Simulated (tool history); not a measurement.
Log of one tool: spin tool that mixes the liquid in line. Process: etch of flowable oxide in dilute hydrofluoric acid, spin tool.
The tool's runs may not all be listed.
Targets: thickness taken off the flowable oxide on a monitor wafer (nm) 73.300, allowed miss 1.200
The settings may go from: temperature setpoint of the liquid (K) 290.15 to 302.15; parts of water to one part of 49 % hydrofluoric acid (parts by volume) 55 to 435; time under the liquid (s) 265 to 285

run  hour  temperature setpoint of the liquid (K)  parts of water to one part of 49 % hydrofluoric acid (parts by volume)  time under the liquid (s)  thickness taken off the flowable oxide on a monitor wafer (nm)
  1   0.0                                  294.15                                                                     245                        265                                                          31.366
  2   4.0                                  292.15                                                                     245                        265                                                          29.041
  3   6.9                                  292.15                                                                     305                        265                                                          22.285
  4   9.6                                  294.65                                                                     260                        265                                                          29.601
  5  11.0                                  294.65                                                                     225                        265                                                          35.293
  6  17.6                                  293.15                                                                     225                        265                                                          33.517
  7  19.6                                  295.15                                                                     200                        265                                                          41.883
  8  22.6                                  296.65                                                                     185                        265                                                          48.681
  9  29.2                                  298.15                                                                     175                        265                                                          55.270
 10  29.8                                  299.15                                                                     170                        265                                                          59.080
 11  30.4                                  299.65                                                                     165                        265                                                          61.916
 12  31.7                                  300.15                                                                     160                        265                                                          66.112
 13  32.5                                  300.65                                                                     160                        265                                                          66.976
 14  39.8                                  301.15                                                                     160                        265                                                          68.028

4 next moves are on the table. One of them brings every result within its allowed miss. Which?
  A  47.1                                  297.65                                                                     160                        265                                                               ?
  B  47.1                                  300.15                                                                     160                        265                                                               ?
  C  47.1                                  302.15                                                                     175                        265                                                               ?
  D  47.1                                  301.15                                                                     160                        285                                                               ?

move  thickness taken off the flowable oxide on a monitor wafer (nm)
   A                                                          59.700
   B                                                          65.532
   C                                                          63.243
   D                                                          73.106
A: further off than the last run
B: further off than the last run
C: further off than the last run
D: meets every target
Answer: D

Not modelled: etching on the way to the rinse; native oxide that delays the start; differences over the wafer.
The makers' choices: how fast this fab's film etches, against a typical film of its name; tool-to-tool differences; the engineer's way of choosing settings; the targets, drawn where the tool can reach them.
